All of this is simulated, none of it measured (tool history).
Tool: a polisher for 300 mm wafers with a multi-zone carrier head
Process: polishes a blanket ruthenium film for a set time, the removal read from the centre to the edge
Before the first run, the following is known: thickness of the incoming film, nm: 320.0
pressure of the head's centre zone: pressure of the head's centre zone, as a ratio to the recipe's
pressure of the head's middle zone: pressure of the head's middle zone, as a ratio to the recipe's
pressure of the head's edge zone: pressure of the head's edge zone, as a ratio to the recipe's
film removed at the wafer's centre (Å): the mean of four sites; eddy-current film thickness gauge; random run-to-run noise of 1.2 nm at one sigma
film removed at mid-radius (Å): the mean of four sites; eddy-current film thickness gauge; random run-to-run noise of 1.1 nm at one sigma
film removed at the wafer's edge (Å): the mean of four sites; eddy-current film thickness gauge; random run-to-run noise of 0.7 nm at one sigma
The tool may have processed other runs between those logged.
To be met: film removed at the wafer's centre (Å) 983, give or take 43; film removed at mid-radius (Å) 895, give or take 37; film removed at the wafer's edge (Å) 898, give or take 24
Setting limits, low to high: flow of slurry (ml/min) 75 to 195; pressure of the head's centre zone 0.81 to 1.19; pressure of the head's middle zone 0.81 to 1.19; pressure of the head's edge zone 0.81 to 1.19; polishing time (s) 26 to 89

run	hour	flow of slurry (ml/min)	pressure of the head's centre zone	pressure of the head's middle zone	pressure of the head's edge zone	polishing time (s)	film removed at the wafer's centre (Å)	film removed at mid-radius (Å)	film removed at the wafer's edge (Å)
1	0	125	1	1	1	57	1298.5	1306.9	1304.4
2	4.6	125	1	1	0.96	57	1278.3	1312.8	1306.8
3	8.6	125	1.02	1	0.96	52	1196	1156.5	1193.3
4	12.4	125	1.02	1	0.96	57	1330.4	1303.5	1298.3
5	18.8	120	1.04	1.01	0.94	53	1231.9	1194.5	1175.6
6	26.4	120	1.04	1.01	0.98	53	1221.2	1199.6	1209.2
7	32.2	115	1.05	1.01	0.95	50	1144.7	1150.4	1125.4
8	40.6	110	1.07	0.99	0.93	48	1116.8	1051.8	1052.1
9	49.3	105	1.07	0.98	0.91	47	1112.4	986.79	1017.1
10	51.6	90	1.01	1.02	0.82	42	858.04	880.54	839.62
11	55.7	95	1.02	1.01	0.83	42	889.68	917.67	847.06
12	62.4	100	1.03	1	0.84	42	933.66	919.29	866.13
13	71.2	100	1.03	0.99	0.85	42	929.93	910.7	877.44
14	78.4	100	1.03	0.98	0.85	42	921.19	878.07	868.13
15	80.9	105	1.03	0.98	0.85	42	949.95	894.38	884.29

Exactly one of the 5 candidate moves below puts every result within its allowed miss. Which one?
A	83.4	75	0.95	0.94	0.85	47	?	?	?
B	83.4	135	1.06	0.95	0.89	40	?	?	?
C	83.4	100	0.98	0.99	0.82	45	?	?	?
D	83.4	115	0.95	0.96	0.84	41	?	?	?
E	83.4	90	0.99	0.97	0.86	44	?	?	?

move	film removed at the wafer's centre (Å)	film removed at mid-radius (Å)	film removed at the wafer's edge (Å)
A	849.14	853.87	914.77
B	980.48	866.55	889.37
C	936.73	937.95	916.07
D	863.02	864.29	865.51
E	892.03	873.49	896.09
A: further off than the last run
B: every result within its allowed miss
C: further off than the last run
D: further off than the last run
E: further off than the last run
B is the move that brings every result within its allowed miss.

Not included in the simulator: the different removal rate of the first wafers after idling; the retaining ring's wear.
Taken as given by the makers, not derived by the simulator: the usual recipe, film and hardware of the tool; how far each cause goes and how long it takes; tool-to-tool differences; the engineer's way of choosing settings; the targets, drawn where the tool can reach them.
